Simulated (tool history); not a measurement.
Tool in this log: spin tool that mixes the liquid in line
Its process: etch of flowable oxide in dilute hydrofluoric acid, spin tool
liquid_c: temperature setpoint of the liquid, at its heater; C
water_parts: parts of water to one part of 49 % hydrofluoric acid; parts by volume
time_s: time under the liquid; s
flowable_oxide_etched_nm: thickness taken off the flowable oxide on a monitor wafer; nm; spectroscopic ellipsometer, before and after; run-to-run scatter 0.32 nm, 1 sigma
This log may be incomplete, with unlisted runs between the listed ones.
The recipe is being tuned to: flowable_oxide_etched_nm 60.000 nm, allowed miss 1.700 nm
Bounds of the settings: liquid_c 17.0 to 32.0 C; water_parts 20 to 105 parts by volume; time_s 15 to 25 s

run 1 hour=0.0 | liquid_c=24.0 water_parts=55 time_s=25 | flowable_oxide_etched_nm=17.626
run 2 hour=5.6 | liquid_c=26.5 water_parts=45 time_s=25 | flowable_oxide_etched_nm=24.196
run 3 hour=9.3 | liquid_c=26.5 water_parts=45 time_s=25 | flowable_oxide_etched_nm=23.960
run 4 hour=16.4 | liquid_c=30.0 water_parts=45 time_s=25 | flowable_oxide_etched_nm=27.759
run 5 hour=18.0 | liquid_c=30.0 water_parts=35 time_s=25 | flowable_oxide_etched_nm=36.223
run 6 hour=25.3 | liquid_c=32.0 water_parts=35 time_s=25 | flowable_oxide_etched_nm=39.282
run 7 hour=31.0 | liquid_c=32.0 water_parts=30 time_s=25 | flowable_oxide_etched_nm=45.831
run 8 hour=35.1 | liquid_c=32.0 water_parts=25 time_s=25 | flowable_oxide_etched_nm=56.402
run 9 hour=39.1 | liquid_c=31.5 water_parts=25 time_s=25 | flowable_oxide_etched_nm=54.610
run 10 hour=40.8 | liquid_c=32.0 water_parts=20 time_s=25 | flowable_oxide_etched_nm=70.395
run 11 hour=42.3 | liquid_c=29.5 water_parts=20 time_s=25 | flowable_oxide_etched_nm=63.444
run 12 hour=47.6 | liquid_c=29.0 water_parts=20 time_s=25 | flowable_oxide_etched_nm=63.334

Pick the move, out of 4, that brings all results within their allowed miss; only one does.
run A hour=52.9 | liquid_c=30.5 water_parts=20 time_s=25 | flowable_oxide_etched_nm=?
run B hour=52.9 | liquid_c=28.0 water_parts=20 time_s=25 | flowable_oxide_etched_nm=?
run C hour=52.9 | liquid_c=31.5 water_parts=20 time_s=25 | flowable_oxide_etched_nm=?
run D hour=52.9 | liquid_c=30.0 water_parts=20 time_s=25 | flowable_oxide_etched_nm=?

move=A flowable_oxide_etched_nm=66.665
move=B flowable_oxide_etched_nm=60.217
move=C flowable_oxide_etched_nm=69.398
move=D flowable_oxide_etched_nm=65.332
A: the biggest miss grows against the last run
B: hits every target within its allowed miss
C: the biggest miss grows against the last run
D: the biggest miss grows against the last run
B meets every target.
